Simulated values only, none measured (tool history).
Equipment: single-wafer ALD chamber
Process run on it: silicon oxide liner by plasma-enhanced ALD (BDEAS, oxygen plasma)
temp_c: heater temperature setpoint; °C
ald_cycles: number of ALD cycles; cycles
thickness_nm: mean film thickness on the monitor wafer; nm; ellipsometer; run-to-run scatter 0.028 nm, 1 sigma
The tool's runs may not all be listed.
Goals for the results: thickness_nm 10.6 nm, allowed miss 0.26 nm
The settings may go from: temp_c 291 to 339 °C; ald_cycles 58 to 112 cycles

run 1 hour=0 | temp_c=315 ald_cycles=85 | thickness_nm=8.281
run 2 hour=4.6 | temp_c=315 ald_cycles=90 | thickness_nm=8.7575
run 3 hour=12.5 | temp_c=315 ald_cycles=94 | thickness_nm=9.1366
run 4 hour=14.1 | temp_c=315 ald_cycles=97 | thickness_nm=9.4392
run 5 hour=19.4 | temp_c=315 ald_cycles=100 | thickness_nm=9.7417
run 6 hour=24.2 | temp_c=315 ald_cycles=94 | thickness_nm=9.1687
run 7 hour=26.5 | temp_c=315 ald_cycles=97 | thickness_nm=9.4359
run 8 hour=33 | temp_c=315 ald_cycles=97 | thickness_nm=9.467

Exercise: of the 4 proposed moves below, exactly one satisfies all targets within the stated allowed misses. Which move is it?
run A hour=39.5 | temp_c=312 ald_cycles=103 | thickness_nm=?
run B hour=39.5 | temp_c=315 ald_cycles=108 | thickness_nm=?
run C hour=39.5 | temp_c=308 ald_cycles=86 | thickness_nm=?
run D hour=39.5 | temp_c=315 ald_cycles=100 | thickness_nm=?

move=A thickness_nm=10.09
move=B thickness_nm=10.529
move=C thickness_nm=8.4793
move=D thickness_nm=9.7486
A: closes in on the targets versus the last run, not all within tolerance yet
B: meets every target
C: moves away from the targets compared with the last run
D: closes in on the targets versus the last run, not all within tolerance yet
The move that meets every target is B.
